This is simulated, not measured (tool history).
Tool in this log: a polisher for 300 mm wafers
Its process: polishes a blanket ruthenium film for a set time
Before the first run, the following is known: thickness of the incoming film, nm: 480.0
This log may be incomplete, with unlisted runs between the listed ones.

run	hour	flow of slurry (ml/min)	pressure of the wafer on the pad (kPa)	speed of the pad under the wafer (cm/s)	polishing time (s)	film removed (Å)
1	0.0	300	13.1	96	46	522.87
2	3.1	295	11.7	96	46	466.62
3	7.9	295	8.3	96	46	335.15
4	15.2	300	8.3	96	46	342.47
5	21.8	240	8.3	96	46	331.10
6	23.0	240	6.2	96	46	249.87
7	24.5	300	6.9	96	46	284.37
8	30.4	310	7.6	96	46	311.43

Run 9, settings as shown, results not yet in. Your forecast:
9	36.3	335	8.3	96	46	?

Run 9 came out at film removed (Å) 342.13.
